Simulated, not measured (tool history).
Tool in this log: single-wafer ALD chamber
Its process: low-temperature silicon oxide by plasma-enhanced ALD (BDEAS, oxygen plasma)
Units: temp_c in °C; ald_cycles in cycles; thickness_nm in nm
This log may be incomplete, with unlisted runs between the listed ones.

| run | day | temp_c | ald_cycles | thickness_nm |
|---|---|---|---|---|
| 1 | 0.000 | 110 | 54 | 7.2736 |
| 2 | 0.300 | 117 | 54 | 7.2171 |
| 3 | 0.617 | 117 | 48 | 6.4430 |
| 4 | 0.688 | 111 | 48 | 6.4584 |
| 5 | 0.917 | 111 | 41 | 5.5558 |
| 6 | 1.192 | 100 | 41 | 5.6304 |
| 7 | 1.504 | 100 | 46 | 6.3497 |
| 8 | 1.742 | 99 | 49 | 6.7528 |
| 9 | 2.021 | 98 | 52 | 7.2086 |
| 10 | 2.346 | 97 | 54 | 7.4584 |

What does the tool deliver on the next run?
| 11 | 2.533 | 97 | 55 | ? |

Run 11 came out at thickness_nm 7.6280 nm.

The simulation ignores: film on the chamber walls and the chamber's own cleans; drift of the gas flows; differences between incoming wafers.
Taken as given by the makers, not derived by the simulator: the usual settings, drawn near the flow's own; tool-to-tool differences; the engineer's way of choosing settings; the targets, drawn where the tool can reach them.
